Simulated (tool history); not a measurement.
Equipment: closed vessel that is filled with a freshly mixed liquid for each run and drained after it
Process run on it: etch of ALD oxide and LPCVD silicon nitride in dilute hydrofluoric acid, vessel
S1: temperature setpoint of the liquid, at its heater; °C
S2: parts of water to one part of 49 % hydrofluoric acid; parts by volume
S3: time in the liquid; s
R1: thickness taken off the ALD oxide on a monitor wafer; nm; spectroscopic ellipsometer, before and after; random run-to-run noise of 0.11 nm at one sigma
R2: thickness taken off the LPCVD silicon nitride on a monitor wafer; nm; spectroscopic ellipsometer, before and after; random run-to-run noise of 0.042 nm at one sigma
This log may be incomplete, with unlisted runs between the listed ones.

Run 1, hour 0: S1 22 °C, S2 70 parts by volume, S3 60 s. Result: R1 17.02 nm, R2 0.42739 nm.
Run 2, hour 1.9: S1 22.5 °C, S2 70 parts by volume, S3 60 s. Result: R1 17.045 nm, R2 0.43871 nm.
Run 3, hour 3.6: S1 23 °C, S2 70 parts by volume, S3 60 s. Result: R1 17.552 nm, R2 0.48207 nm.
Run 4, hour 4.5: S1 23 °C, S2 70 parts by volume, S3 45 s. Result: R1 13.23 nm, R2 0.30403 nm.
Run 5, hour 6.2: S1 23 °C, S2 70 parts by volume, S3 30 s. Result: R1 8.8026 nm, R2 0.23774 nm.
Run 6, hour 9.4: S1 23 °C, S2 70 parts by volume, S3 40 s. Result: R1 11.794 nm, R2 0.29337 nm.

Run 7 has not been measured yet. What should we expect?
Run 7, hour 14: S1 24 °C, S2 70 parts by volume, S3 40 s. Result: R1 ?, R2 ?.

Run 7 yielded R1 12.156 nm, R2 0.30919 nm.
